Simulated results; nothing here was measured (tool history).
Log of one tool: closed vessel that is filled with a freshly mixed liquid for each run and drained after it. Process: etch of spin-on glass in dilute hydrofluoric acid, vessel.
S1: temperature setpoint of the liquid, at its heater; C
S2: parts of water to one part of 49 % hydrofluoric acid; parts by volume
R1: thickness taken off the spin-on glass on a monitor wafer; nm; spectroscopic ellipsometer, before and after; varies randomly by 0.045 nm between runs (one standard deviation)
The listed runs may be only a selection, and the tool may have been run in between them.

{"run": 1, "hour": 0.0, "S1": 20, "S2": 240, "time in the liquid (s)": 30, "R1": 3.4624}
{"run": 2, "hour": 3.5, "S1": 21, "S2": 220, "time in the liquid (s)": 30, "R1": 4.0322}
{"run": 3, "hour": 7.0, "S1": 21, "S2": 220, "time in the liquid (s)": 30, "R1": 4.003}
{"run": 4, "hour": 15.9, "S1": 22, "S2": 200, "time in the liquid (s)": 30, "R1": 4.6653}
{"run": 5, "hour": 17.2, "S1": 19.5, "S2": 200, "time in the liquid (s)": 30, "R1": 4.2343}
{"run": 6, "hour": 23.0, "S1": 20.5, "S2": 185, "time in the liquid (s)": 30, "R1": 4.8553}
{"run": 7, "hour": 23.8, "S1": 21.5, "S2": 175, "time in the liquid (s)": 30, "R1": 5.3917}
{"run": 8, "hour": 25.2, "S1": 22.5, "S2": 165, "time in the liquid (s)": 30, "R1": 5.938}
{"run": 9, "hour": 27.1, "S1": 23, "S2": 155, "time in the liquid (s)": 30, "R1": 6.5543}
{"run": 10, "hour": 34.8, "S1": 23.5, "S2": 150, "time in the liquid (s)": 30, "R1": 6.9357}

For run 11, what comes out?
{"run": 11, "hour": 35.9, "S1": 24, "S2": 145, "time in the liquid (s)": 30, "R1": "?"}

{"run 11": {"R1": 7.3754}}
